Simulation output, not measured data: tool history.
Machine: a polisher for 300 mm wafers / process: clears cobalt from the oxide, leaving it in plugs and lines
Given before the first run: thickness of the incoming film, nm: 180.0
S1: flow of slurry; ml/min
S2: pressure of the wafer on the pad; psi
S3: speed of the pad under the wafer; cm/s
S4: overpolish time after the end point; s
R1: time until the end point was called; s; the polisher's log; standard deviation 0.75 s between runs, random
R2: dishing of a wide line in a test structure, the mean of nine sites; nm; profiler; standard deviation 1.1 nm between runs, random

run	hour	S1	S2	S3	S4	R1	R2
1	0	310	2.3	92	15	30.219	58.538
2	7.5	345	2.3	92	15	30.063	56.726
3	10.7	345	2.3	92	11	29.918	46.616
4	16.1	340	2.2	92	13	31.37	51.234
5	23.7	335	2.1	92	15	33.61	55.74
6	30.1	335	2.5	92	15	27.976	61.522
7	32.5	335	2.3	90	16	31.006	58.004
8	40.1	330	2.2	90	17	32.87	60.948
9	46.1	330	2.1	90	18	33.462	59.656
10	53.2	325	2	90	19	34.696	60.486
11	57.2	325	1.9	90	20	36.592	61.269

Run 12, settings as shown, results not yet in. Your forecast:
12	65.1	325	1.8	90	21	?	?

{"run 12": {"R1": 38.714, "R2": 62.208}}

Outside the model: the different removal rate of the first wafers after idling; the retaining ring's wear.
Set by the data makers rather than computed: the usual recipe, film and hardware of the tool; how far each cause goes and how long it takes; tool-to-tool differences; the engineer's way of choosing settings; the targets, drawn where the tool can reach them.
